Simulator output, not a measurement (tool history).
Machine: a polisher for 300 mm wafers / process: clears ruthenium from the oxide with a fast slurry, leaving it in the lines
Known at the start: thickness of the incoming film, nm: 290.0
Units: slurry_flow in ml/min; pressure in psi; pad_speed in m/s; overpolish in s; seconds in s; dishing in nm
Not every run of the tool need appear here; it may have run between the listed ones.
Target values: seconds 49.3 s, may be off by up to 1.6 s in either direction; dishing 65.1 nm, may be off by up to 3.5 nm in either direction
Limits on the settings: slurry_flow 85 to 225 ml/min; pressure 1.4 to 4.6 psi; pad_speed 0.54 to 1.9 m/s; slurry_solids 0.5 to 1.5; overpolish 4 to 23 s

run 1 hour=0 | slurry_flow=145 pressure=3 pad_speed=1.22 slurry_solids=1 overpolish=12 | seconds=49.047 dishing=51.214
run 2 hour=2.1 | slurry_flow=145 pressure=3 pad_speed=1.22 slurry_solids=1.15 overpolish=12 | seconds=45.715 dishing=53.32
run 3 hour=8.2 | slurry_flow=170 pressure=3 pad_speed=1.22 slurry_solids=1.15 overpolish=12 | seconds=44.744 dishing=55.44
run 4 hour=17 | slurry_flow=170 pressure=3 pad_speed=1.42 slurry_solids=1.15 overpolish=12 | seconds=38.583 dishing=64.24
run 5 hour=21 | slurry_flow=170 pressure=3 pad_speed=1.62 slurry_solids=1.15 overpolish=12 | seconds=33.914 dishing=69.397
run 6 hour=23.3 | slurry_flow=170 pressure=3 pad_speed=1.62 slurry_solids=1.15 overpolish=9 | seconds=34.258 dishing=54.381
run 7 hour=29.7 | slurry_flow=160 pressure=2.7 pad_speed=1.6 slurry_solids=1.15 overpolish=11 | seconds=38.493 dishing=57.636
run 8 hour=31 | slurry_flow=160 pressure=2.7 pad_speed=1.6 slurry_solids=1.15 overpolish=11 | seconds=38.521 dishing=59.796
run 9 hour=34.5 | slurry_flow=120 pressure=2 pad_speed=1.6 slurry_solids=1.15 overpolish=16 | seconds=53.356 dishing=60.597
run 10 hour=40.1 | slurry_flow=130 pressure=2 pad_speed=1.6 slurry_solids=1.15 overpolish=16 | seconds=53.193 dishing=60.391
run 11 hour=48.2 | slurry_flow=135 pressure=2 pad_speed=1.6 slurry_solids=1.15 overpolish=16 | seconds=52.251 dishing=60.695
run 12 hour=49.9 | slurry_flow=140 pressure=2 pad_speed=1.6 slurry_solids=1.15 overpolish=16 | seconds=51.546 dishing=61.902
run 13 hour=52.3 | slurry_flow=145 pressure=2 pad_speed=1.6 slurry_solids=1.15 overpolish=16 | seconds=51.89 dishing=63.103
run 14 hour=53.8 | slurry_flow=150 pressure=2 pad_speed=1.6 slurry_solids=1.15 overpolish=16 | seconds=52.328 dishing=62.488

Which one of the following 5 next-run settings gets every result inside its allowed miss? There is exactly one.
run A hour=55.3 | slurry_flow=180 pressure=2.1 pad_speed=1.68 slurry_solids=1.05 overpolish=16 | seconds=? dishing=?
run B hour=55.3 | slurry_flow=140 pressure=2 pad_speed=1.68 slurry_solids=1.15 overpolish=18 | seconds=? dishing=?
run C hour=55.3 | slurry_flow=155 pressure=2 pad_speed=1.78 slurry_solids=1.2 overpolish=15 | seconds=? dishing=?
run D hour=55.3 | slurry_flow=110 pressure=2 pad_speed=1.82 slurry_solids=1.3 overpolish=15 | seconds=? dishing=?
run E hour=55.3 | slurry_flow=130 pressure=2.5 pad_speed=1.48 slurry_solids=1.15 overpolish=17 | seconds=? dishing=?

move=A seconds=48.803 dishing=64.232
move=B seconds=50.135 dishing=69.225
move=C seconds=45.672 dishing=64.326
move=D seconds=45.291 dishing=64.776
move=E seconds=46.116 dishing=70.73
A: all results in spec
B: brings the result that was furthest off to its target, and leaves another outside
C: takes the biggest miss from the last run beyond its target
D: takes the biggest miss from the last run beyond its target
E: takes the biggest miss from the last run beyond its target
A meets every target.
